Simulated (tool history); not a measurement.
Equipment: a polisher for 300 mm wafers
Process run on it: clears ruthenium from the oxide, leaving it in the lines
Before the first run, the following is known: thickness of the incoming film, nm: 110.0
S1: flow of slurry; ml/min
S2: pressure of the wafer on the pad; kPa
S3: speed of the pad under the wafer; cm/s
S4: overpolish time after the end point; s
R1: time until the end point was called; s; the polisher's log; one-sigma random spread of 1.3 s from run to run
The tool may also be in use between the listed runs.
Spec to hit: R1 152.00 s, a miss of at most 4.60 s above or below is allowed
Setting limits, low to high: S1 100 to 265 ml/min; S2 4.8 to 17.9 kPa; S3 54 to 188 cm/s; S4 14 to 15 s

run 1 hour=0.0 | S1=170 S2=11.0 S3=120 S4=14 | R1=102.73
run 2 hour=6.2 | S1=165 S2=9.7 S3=120 S4=14 | R1=118.19
run 3 hour=8.0 | S1=160 S2=9.0 S3=120 S4=14 | R1=126.89
run 4 hour=8.6 | S1=160 S2=9.0 S3=120 S4=15 | R1=127.25
run 5 hour=16.1 | S1=155 S2=8.3 S3=120 S4=15 | R1=136.18
run 6 hour=18.1 | S1=155 S2=9.7 S3=120 S4=15 | R1=118.03
run 7 hour=20.1 | S1=155 S2=9.0 S3=120 S4=15 | R1=129.85
run 8 hour=22.1 | S1=145 S2=9.0 S3=120 S4=15 | R1=127.88
run 9 hour=25.8 | S1=145 S2=8.3 S3=120 S4=15 | R1=139.98
run 10 hour=31.4 | S1=135 S2=8.3 S3=120 S4=15 | R1=141.33
run 11 hour=35.2 | S1=130 S2=8.3 S3=120 S4=15 | R1=143.71
run 12 hour=35.9 | S1=125 S2=8.3 S3=120 S4=15 | R1=142.63
run 13 hour=41.7 | S1=120 S2=8.3 S3=120 S4=15 | R1=142.11
run 14 hour=44.1 | S1=115 S2=7.6 S3=120 S4=15 | R1=158.43

Which single option among these 5 for the next run brings every result within its allowed miss of target? Just one does.
run A hour=46.5 | S1=125 S2=6.9 S3=124 S4=15 | R1=?
run B hour=46.5 | S1=115 S2=7.6 S3=110 S4=14 | R1=?
run C hour=46.5 | S1=100 S2=9.0 S3=110 S4=15 | R1=?
run D hour=46.5 | S1=100 S2=9.7 S3=96 S4=14 | R1=?
run E hour=46.5 | S1=165 S2=10.3 S3=80 S4=14 | R1=?

move=A R1=165.82
move=B R1=172.65
move=C R1=151.18
move=D R1=160.52
move=E R1=163.85
A: its largest miss is bigger than the last run's
B: its largest miss is bigger than the last run's
C: each result inside its tolerance
D: its largest miss is bigger than the last run's
E: its largest miss is bigger than the last run's
Correct choice: C, which meets every target
